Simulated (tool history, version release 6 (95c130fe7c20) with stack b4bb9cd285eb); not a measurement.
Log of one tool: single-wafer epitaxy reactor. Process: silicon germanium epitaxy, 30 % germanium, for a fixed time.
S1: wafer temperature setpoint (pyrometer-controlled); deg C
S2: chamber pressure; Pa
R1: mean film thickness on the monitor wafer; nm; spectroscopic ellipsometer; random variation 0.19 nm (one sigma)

run,hour,S1,S2,R1
1,0.0,590,2400,44.000
2,2.9,594,2413,47.359
3,6.7,594,2106,45.610
4,9.5,583,2106,37.155
5,11.3,592,2106,43.682
6,16.8,584,2106,38.113
7,20.7,590,2120,42.307
8,26.6,594,2133,45.513
9,29.1,597,2146,47.977

Forecast run 10:
10,35.7,608,2173,?

{"run 10": {"R1": 58.156}}
